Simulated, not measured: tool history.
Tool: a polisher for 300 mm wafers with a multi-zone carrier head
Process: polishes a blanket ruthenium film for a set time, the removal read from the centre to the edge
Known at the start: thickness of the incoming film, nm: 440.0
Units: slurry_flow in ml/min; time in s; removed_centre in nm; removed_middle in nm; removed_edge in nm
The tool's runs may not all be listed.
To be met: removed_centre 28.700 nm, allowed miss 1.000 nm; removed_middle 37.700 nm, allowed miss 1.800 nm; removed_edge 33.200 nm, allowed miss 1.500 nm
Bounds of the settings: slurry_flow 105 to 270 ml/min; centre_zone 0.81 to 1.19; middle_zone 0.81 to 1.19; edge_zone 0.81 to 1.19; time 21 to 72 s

run    day  slurry_flow  centre_zone  middle_zone  edge_zone  time  removed_centre  removed_middle  removed_edge
  1  0.000          175         1.00         1.00       1.00    46          56.459          58.217        57.830
  2  0.354          175         1.00         0.94       1.00    46          57.683          54.083        58.134
  3  0.554          175         0.92         0.94       1.00    46          53.252          55.419        57.952
  4  0.838          210         0.92         0.94       1.00    46          54.469          56.159        59.747
  5  1.050          210         0.92         0.94       1.06    46          53.937          55.820        59.800
  6  1.333          210         0.92         0.94       1.06    40          48.328          48.745        53.155
  7  1.642          195         0.89         0.99       1.03    34          38.665          42.266        43.548
  8  2.004          185         0.87         1.02       1.00    32          35.237          40.231        40.105
  9  2.296          175         0.85         1.05       0.97    31          33.479          40.418        38.410
 10  2.500          170         0.84         1.06       0.95    30          31.388          39.824        36.411
 11  2.646          165         0.84         1.06       0.93    30          32.053          39.114        36.075
 12  2.742          160         0.83         1.07       0.92    29          29.717          37.828        34.732
 13  3.079          155         0.83         1.08       0.91    29          30.227          38.085        34.244

5 next moves are on the table. One of them brings every result within its allowed miss. Which?
  A  3.417          120         0.93         1.09       0.83    26               ?               ?             ?
  B  3.417          155         0.85         1.12       0.94    25               ?               ?             ?
  C  3.417          135         0.90         1.13       0.89    30               ?               ?             ?
  D  3.417          160         0.84         1.14       0.96    27               ?               ?             ?
  E  3.417          205         0.89         1.01       0.86    28               ?               ?             ?

move  removed_centre  removed_middle  removed_edge
   A          28.652          32.802        28.220
   B          26.627          33.736        29.612
   C          32.847          39.871        34.085
   D          28.605          37.177        32.406
   E          32.515          35.998        32.826
A: brings the result that was furthest off to its target, and leaves another outside
B: takes the result that was furthest off past its target
C: further off than the last run
D: meets every target
E: further off than the last run
Move D is the one to make.
